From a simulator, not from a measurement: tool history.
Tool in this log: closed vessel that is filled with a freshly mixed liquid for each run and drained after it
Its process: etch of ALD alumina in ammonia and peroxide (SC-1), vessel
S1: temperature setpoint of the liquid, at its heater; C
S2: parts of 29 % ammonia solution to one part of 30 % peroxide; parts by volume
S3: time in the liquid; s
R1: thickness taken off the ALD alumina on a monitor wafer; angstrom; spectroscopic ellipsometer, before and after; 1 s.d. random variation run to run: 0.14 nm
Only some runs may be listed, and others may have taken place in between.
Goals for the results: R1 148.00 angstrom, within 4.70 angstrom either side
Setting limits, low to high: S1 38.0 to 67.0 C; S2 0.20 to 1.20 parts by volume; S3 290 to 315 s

run  hour    S1    S2   S3      R1
  1   0.0  51.0  0.80  290  208.25
  2   9.1  51.0  1.05  290  210.71
  3  13.7  51.0  1.20  290  215.33
  4  17.5  49.0  1.20  290  192.67
  5  20.6  47.5  1.20  290  175.01
  6  26.8  41.5  1.20  290  126.60
  7  34.5  42.5  1.20  290  134.50
  8  37.1  43.0  1.20  290  137.31
  9  40.5  43.5  1.20  290  140.49

5 candidate next runs follow, results not yet known. Just one meets every target within its allowed miss. Identify it.
  A  43.9  41.5  1.05  315   ?
  B  43.9  44.5  1.20  315   ?
  C  43.9  45.0  1.05  305   ?
  D  43.9  43.5  1.00  290   ?
  E  43.9  43.0  1.20  315   ?

move      R1
   A  134.47
   B  161.96
   C  159.31
   D  138.37
   E  148.59
A: misses by more than the last run did
B: takes the biggest miss from the last run beyond its target
C: takes the biggest miss from the last run beyond its target
D: misses by more than the last run did
E: each result inside its tolerance
E meets every target.

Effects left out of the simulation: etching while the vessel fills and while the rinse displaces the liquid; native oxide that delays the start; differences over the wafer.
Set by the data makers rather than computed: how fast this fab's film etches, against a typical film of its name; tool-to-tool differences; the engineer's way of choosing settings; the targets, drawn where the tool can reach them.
